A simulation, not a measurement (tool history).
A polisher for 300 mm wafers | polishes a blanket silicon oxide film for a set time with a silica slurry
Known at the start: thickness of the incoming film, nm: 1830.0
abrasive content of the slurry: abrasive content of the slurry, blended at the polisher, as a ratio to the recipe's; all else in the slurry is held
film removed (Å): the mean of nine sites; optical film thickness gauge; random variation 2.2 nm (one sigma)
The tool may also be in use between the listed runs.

run,day,flow of slurry (ml/min),pressure of the wafer on the pad (kPa),speed of the pad under the wafer (cm/s),abrasive content of the slurry,polishing time (s),film removed (Å)
1,0,150,26.2,130,1,67,2213.7
2,0.262,150,26.2,160,1,67,2448.9
3,0.533,180,26.2,160,1,67,2511
4,0.7,180,29,160,1,67,2774.2
5,0.779,180,29,160,1,70,2930.7
6,0.942,180,30.3,160,1,70,3035.3
7,1.221,180,31.7,160,1,70,3148.9
8,1.546,180,33.1,160,1,70,3321

The next listed run, before its measurement:
9,1.917,180,33.8,160,1,70,?

Run 9 gave film removed (Å) 3387.3.
